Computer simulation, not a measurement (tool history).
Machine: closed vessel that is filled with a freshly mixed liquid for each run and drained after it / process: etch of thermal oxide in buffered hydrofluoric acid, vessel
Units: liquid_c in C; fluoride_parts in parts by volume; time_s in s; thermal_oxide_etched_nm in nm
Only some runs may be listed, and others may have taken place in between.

run,hour,liquid_c,fluoride_parts,time_s,thermal_oxide_etched_nm
1,0.0,20.0,16.5,105,57.906
2,4.4,20.0,20.0,105,47.443
3,5.7,17.5,20.0,105,41.518
4,13.4,17.5,20.0,115,45.658
5,15.2,17.0,20.0,115,43.943
6,18.7,19.0,20.0,115,49.722

Estimate the outcome of run 7 from the log above:
7,20.0,20.5,20.0,115,?

Run 7 yielded thermal_oxide_etched_nm 53.703 nm.
